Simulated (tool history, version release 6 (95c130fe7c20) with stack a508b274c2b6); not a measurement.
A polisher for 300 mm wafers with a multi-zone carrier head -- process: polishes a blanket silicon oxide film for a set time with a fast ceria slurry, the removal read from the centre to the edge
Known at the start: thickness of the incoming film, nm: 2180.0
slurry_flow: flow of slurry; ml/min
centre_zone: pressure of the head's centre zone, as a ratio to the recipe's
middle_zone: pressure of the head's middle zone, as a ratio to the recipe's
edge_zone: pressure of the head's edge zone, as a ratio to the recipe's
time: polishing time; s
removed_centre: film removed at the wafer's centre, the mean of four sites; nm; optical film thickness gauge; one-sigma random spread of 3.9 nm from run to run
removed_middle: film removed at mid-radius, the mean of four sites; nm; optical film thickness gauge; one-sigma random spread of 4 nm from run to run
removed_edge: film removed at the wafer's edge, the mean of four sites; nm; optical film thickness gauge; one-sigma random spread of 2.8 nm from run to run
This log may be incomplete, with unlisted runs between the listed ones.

run,hour,slurry_flow,centre_zone,middle_zone,edge_zone,time,removed_centre,removed_middle,removed_edge
1,0,145,1,1,1,37,447.95,426.87,425.93
2,2.2,145,1,1.05,1,37,452.6,449.03,427.36
3,11,145,0.96,1.05,1,37,437.85,450.19,422.13
4,15.7,145,0.93,1.05,1,37,415.72,441.26,426.34
5,16.2,165,0.93,1.05,1,37,420.98,452.15,433.35
6,19.7,155,0.95,1.02,0.96,35,404.72,418.78,403.99
7,23.1,145,0.98,1.01,0.94,33,387.54,391.86,373.65
8,30.6,135,1.01,0.99,0.92,32,387.14,362.16,357.01
9,31.6,125,1.02,0.99,0.9,31,372.46,351.5,335.96
10,38.5,120,1.03,0.98,0.89,31,371.88,336.22,333.33
11,44.2,115,1.03,0.98,0.87,31,368.79,334.33,330.67
12,51.5,110,1.04,0.98,0.86,31,366.55,336.05,326.66

For run 13, what comes out?
13,55.3,105,1.05,0.98,0.85,31,?,?,?

removed_centre: 359.08 nm
removed_middle: 332.07 nm
removed_edge: 321.44 nm

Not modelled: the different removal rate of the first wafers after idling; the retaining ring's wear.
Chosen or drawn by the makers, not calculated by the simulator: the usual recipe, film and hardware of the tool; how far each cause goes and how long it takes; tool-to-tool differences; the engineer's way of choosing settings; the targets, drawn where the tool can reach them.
